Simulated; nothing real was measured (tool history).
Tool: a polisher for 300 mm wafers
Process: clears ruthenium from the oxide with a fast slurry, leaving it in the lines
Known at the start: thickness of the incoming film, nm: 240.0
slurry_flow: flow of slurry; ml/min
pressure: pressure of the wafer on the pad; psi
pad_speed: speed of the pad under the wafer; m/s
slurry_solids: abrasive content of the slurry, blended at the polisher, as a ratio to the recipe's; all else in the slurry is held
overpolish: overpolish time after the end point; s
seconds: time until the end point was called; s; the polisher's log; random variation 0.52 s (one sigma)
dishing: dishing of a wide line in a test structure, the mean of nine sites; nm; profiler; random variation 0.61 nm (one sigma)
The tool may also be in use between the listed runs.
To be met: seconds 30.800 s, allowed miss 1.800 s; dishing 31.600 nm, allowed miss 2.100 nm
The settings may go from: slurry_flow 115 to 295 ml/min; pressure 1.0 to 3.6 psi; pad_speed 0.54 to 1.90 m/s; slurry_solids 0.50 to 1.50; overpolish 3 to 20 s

run  hour  slurry_flow  pressure  pad_speed  slurry_solids  overpolish  seconds  dishing
  1   0.0          190       2.3       1.22           1.00          10   56.253   34.171
  2   1.1          190       2.3       1.22           0.90          10   58.129   33.832
  3   4.0          195       2.6       1.24           0.95           8   50.141   30.728
  4   7.6          195       2.2       1.24           0.95           8   60.358   26.919
  5  16.6          195       2.7       1.24           0.95           8   47.823   33.457
  6  24.4          195       2.9       1.26           0.95           7   43.541   32.108
  7  31.3          195       3.1       1.28           0.95           6   41.230   28.918
  8  33.9          195       3.2       1.30           0.95           6   38.942   30.787
  9  41.8          200       3.6       1.38           0.95           3   32.687   19.042
 10  47.0          205       3.0       1.68           1.10           6   29.875   38.504

Which of these 4 next moves meets every target?
  A  52.2          190       3.0       1.64           1.15           5        ?        ?
  B  52.2          235       2.6       1.68           1.00           7        ?        ?
  C  52.2          200       2.8       1.70           1.15           6        ?        ?
  D  52.2          255       2.8       1.74           1.05           6        ?        ?

move  seconds  dishing
   A   29.445   31.833
   B   34.694   37.114
   C   30.231   36.580
   D   30.122   36.697
A: meets every target
B: nearer than the last run, and not there yet
C: nearer than the last run, and not there yet
D: nearer than the last run, and not there yet
Move A is the one to make.

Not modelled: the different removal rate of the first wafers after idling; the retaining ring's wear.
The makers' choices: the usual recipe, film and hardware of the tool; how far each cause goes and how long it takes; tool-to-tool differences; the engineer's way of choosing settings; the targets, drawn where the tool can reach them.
